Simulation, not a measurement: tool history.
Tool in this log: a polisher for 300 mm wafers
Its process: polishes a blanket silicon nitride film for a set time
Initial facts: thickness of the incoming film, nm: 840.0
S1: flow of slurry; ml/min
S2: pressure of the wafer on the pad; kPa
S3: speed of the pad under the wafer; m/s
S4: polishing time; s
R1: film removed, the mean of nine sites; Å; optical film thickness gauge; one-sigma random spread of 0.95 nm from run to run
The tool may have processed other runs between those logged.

run  hour   S1    S2    S3  S4      R1
  1   0.0  295  29.6  1.42  68  1714.8
  2   2.6  265  29.6  1.42  68  1680.9
  3   7.6  305  29.6  1.42  68  1712.5
  4  15.6  300  28.3  1.42  68  1615.9
  5  24.0  300  27.6  1.42  68  1601.0
  6  33.0  300  27.6  1.58  68  1745.8
  7  34.9  295  26.2  1.58  68  1628.7
  8  42.9  285  25.5  1.58  68  1579.6
  9  48.8  275  24.8  1.58  68  1536.4
 10  51.6  265  24.1  1.58  68  1502.4
 11  53.7  260  19.3  1.58  68  1203.4
 12  58.7  270  19.3  1.58  68  1216.5
 13  62.9  280  19.3  1.58  68  1222.2
 14  67.8  305  21.4  1.58  68  1375.6

Run 15 comes next. What will it give?
 15  70.9  300  21.4  1.58  68   ?

Run 15 measured R1 1356.0 Å.
